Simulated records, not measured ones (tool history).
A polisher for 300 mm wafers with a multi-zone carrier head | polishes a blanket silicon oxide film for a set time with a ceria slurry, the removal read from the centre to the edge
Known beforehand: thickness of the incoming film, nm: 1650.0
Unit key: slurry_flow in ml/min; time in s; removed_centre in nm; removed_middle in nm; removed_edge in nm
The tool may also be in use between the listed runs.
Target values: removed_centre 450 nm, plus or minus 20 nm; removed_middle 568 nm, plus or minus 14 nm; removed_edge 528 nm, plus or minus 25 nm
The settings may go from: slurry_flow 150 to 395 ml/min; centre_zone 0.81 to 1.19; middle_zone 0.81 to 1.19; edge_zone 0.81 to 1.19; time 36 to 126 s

Run 1, hour 0: slurry_flow 250 ml/min, centre_zone 1, middle_zone 1, edge_zone 1, time 81 s. Result: removed_centre 383.59 nm, removed_middle 377.3 nm, removed_edge 390.06 nm.
Run 2, hour 6.2: slurry_flow 255 ml/min, centre_zone 0.99, middle_zone 1.02, edge_zone 1.01, time 83 s. Result: removed_centre 378.72 nm, removed_middle 393.1 nm, removed_edge 386.03 nm.
Run 3, hour 11.1: slurry_flow 255 ml/min, centre_zone 0.92, middle_zone 1.02, edge_zone 1.01, time 83 s. Result: removed_centre 363.06 nm, removed_middle 390.28 nm, removed_edge 390.37 nm.
Run 4, hour 17.5: slurry_flow 255 ml/min, centre_zone 0.91, middle_zone 1.03, edge_zone 1.02, time 86 s. Result: removed_centre 357.73 nm, removed_middle 412.64 nm, removed_edge 409.15 nm.
Run 5, hour 23.6: slurry_flow 255 ml/min, centre_zone 0.91, middle_zone 1.03, edge_zone 0.94, time 86 s. Result: removed_centre 364.62 nm, removed_middle 411.91 nm, removed_edge 380.74 nm.
Run 6, hour 24.1: slurry_flow 255 ml/min, centre_zone 0.91, middle_zone 1.03, edge_zone 0.94, time 94 s. Result: removed_centre 399.22 nm, removed_middle 450.65 nm, removed_edge 431.13 nm.
Run 7, hour 30.2: slurry_flow 260 ml/min, centre_zone 0.92, middle_zone 1.05, edge_zone 0.96, time 95 s. Result: removed_centre 402.13 nm, removed_middle 462.16 nm, removed_edge 431.82 nm.
Run 8, hour 37.3: slurry_flow 260 ml/min, centre_zone 0.92, middle_zone 1.06, edge_zone 0.97, time 96 s. Result: removed_centre 409.52 nm, removed_middle 473.43 nm, removed_edge 448.16 nm.
Run 9, hour 38.1: slurry_flow 265 ml/min, centre_zone 0.93, middle_zone 1.07, edge_zone 0.98, time 97 s. Result: removed_centre 417.76 nm, removed_middle 478.02 nm, removed_edge 468.32 nm.
Run 10, hour 46.5: slurry_flow 310 ml/min, centre_zone 0.93, middle_zone 1.17, edge_zone 0.99, time 103 s. Result: removed_centre 458.24 nm, removed_middle 559.71 nm, removed_edge 493.61 nm.

Exactly one of the 5 candidate moves below puts every result within its allowed miss. Which one?
Run A, hour 54.9: slurry_flow 340 ml/min, centre_zone 0.89, middle_zone 1.19, edge_zone 0.9, time 104 s. Result: removed_centre ?, removed_middle ?, removed_edge ?.
Run B, hour 54.9: slurry_flow 270 ml/min, centre_zone 0.88, middle_zone 1.14, edge_zone 1.05, time 108 s. Result: removed_centre ?, removed_middle ?, removed_edge ?.
Run C, hour 54.9: slurry_flow 265 ml/min, centre_zone 0.91, middle_zone 1.1, edge_zone 0.88, time 107 s. Result: removed_centre ?, removed_middle ?, removed_edge ?.
Run D, hour 54.9: slurry_flow 370 ml/min, centre_zone 1.01, middle_zone 1.19, edge_zone 0.91, time 100 s. Result: removed_centre ?, removed_middle ?, removed_edge ?.
Run E, hour 54.9: slurry_flow 335 ml/min, centre_zone 0.95, middle_zone 1.19, edge_zone 0.99, time 102 s. Result: removed_centre ?, removed_middle ?, removed_edge ?.

move  removed_centre  removed_middle  removed_edge
   A          450.05          579.51        475.44
   B          449.99          566.22         519.7
   C           459.9          542.87        475.57
   D          495.53          560.92         461.9
   E          470.71          567.35        485.72
A: its largest miss is bigger than the last run's
B: every result within its allowed miss
C: its largest miss is bigger than the last run's
D: its largest miss is bigger than the last run's
E: its largest miss is bigger than the last run's
Move B is the one to make.

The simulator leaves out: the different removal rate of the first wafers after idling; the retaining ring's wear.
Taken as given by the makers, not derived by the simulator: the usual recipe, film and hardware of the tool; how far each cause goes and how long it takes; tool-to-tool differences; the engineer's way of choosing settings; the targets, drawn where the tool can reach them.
